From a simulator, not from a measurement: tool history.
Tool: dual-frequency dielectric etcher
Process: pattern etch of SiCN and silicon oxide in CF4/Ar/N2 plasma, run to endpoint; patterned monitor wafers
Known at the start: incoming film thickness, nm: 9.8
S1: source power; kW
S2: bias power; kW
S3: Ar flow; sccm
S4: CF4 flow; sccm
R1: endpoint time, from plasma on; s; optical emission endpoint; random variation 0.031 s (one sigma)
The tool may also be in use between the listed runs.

Run 1, day 0: S1 0.5 kW, S2 0.087 kW, S3 84 sccm, S4 68 sccm. Result: R1 9.6274 s.
Run 2, day 0.288: S1 0.52 kW, S2 0.087 kW, S3 84 sccm, S4 68 sccm. Result: R1 9.1675 s.
Run 3, day 0.654: S1 0.53 kW, S2 0.087 kW, S3 84 sccm, S4 68 sccm. Result: R1 9.0055 s.
Run 4, day 0.821: S1 0.53 kW, S2 0.087 kW, S3 96 sccm, S4 68 sccm. Result: R1 9.2179 s.
Run 5, day 0.938: S1 0.53 kW, S2 0.087 kW, S3 105 sccm, S4 68 sccm. Result: R1 9.3897 s.
Run 6, day 1.238: S1 0.45 kW, S2 0.087 kW, S3 105 sccm, S4 68 sccm. Result: R1 11.264 s.
Run 7, day 1.517: S1 0.47 kW, S2 0.087 kW, S3 105 sccm, S4 68 sccm. Result: R1 10.767 s.
Run 8, day 1.838: S1 0.49 kW, S2 0.087 kW, S3 105 sccm, S4 68 sccm. Result: R1 10.217 s.
Run 9, day 2.088: S1 0.51 kW, S2 0.087 kW, S3 105 sccm, S4 68 sccm. Result: R1 9.8066 s.
Run 10, day 2.446: S1 0.51 kW, S2 0.087 kW, S3 105 sccm, S4 68 sccm. Result: R1 9.7506 s.
Run 11, day 2.471: S1 0.52 kW, S2 0.087 kW, S3 105 sccm, S4 68 sccm. Result: R1 9.5433 s.

The next listed run, before its measurement:
Run 12, day 2.783: S1 0.53 kW, S2 0.087 kW, S3 105 sccm, S4 68 sccm. Result: R1 ?.

{"run 12": {"R1": 9.3567}}

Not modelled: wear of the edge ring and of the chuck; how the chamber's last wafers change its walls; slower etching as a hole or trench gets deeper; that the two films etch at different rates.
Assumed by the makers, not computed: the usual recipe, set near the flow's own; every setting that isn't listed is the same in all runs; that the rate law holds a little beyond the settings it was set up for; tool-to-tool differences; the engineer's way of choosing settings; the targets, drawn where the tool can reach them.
